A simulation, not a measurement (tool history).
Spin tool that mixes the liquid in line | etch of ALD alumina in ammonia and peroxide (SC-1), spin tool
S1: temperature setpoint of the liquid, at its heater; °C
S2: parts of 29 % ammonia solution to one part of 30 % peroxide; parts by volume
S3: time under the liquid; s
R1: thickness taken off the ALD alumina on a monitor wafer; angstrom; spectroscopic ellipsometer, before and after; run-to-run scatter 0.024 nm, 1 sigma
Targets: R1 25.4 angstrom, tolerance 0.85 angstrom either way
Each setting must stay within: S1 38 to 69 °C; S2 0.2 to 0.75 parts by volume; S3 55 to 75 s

run 1 hour=0 | S1=53 S2=0.45 S3=75 | R1=52.716
run 2 hour=4 | S1=49 S2=0.45 S3=75 | R1=42.35
run 3 hour=9.7 | S1=46 S2=0.45 S3=75 | R1=36.54
run 4 hour=15.8 | S1=46 S2=0.6 S3=75 | R1=37.486
run 5 hour=18.9 | S1=43.5 S2=0.6 S3=75 | R1=31.551
run 6 hour=26.9 | S1=42.5 S2=0.6 S3=75 | R1=30.199
run 7 hour=32.4 | S1=41.5 S2=0.6 S3=75 | R1=28.79
run 8 hour=38.7 | S1=41 S2=0.6 S3=75 | R1=27.902
run 9 hour=45.1 | S1=40.5 S2=0.6 S3=75 | R1=26.986

Next run, 4 choices. One meets every target within its allowed miss, the rest don't. Which?
run A hour=51.5 | S1=42.5 S2=0.55 S3=75 | R1=?
run B hour=51.5 | S1=40 S2=0.45 S3=75 | R1=?
run C hour=51.5 | S1=41.5 S2=0.55 S3=75 | R1=?
run D hour=51.5 | S1=41 S2=0.65 S3=75 | R1=?

move=A R1=30.297
move=B R1=25.68
move=C R1=28.585
move=D R1=28.207
A: its largest miss is bigger than the last run's
B: hits every target within its allowed miss
C: its largest miss is bigger than the last run's
D: its largest miss is bigger than the last run's
Correct choice: B, which meets every target

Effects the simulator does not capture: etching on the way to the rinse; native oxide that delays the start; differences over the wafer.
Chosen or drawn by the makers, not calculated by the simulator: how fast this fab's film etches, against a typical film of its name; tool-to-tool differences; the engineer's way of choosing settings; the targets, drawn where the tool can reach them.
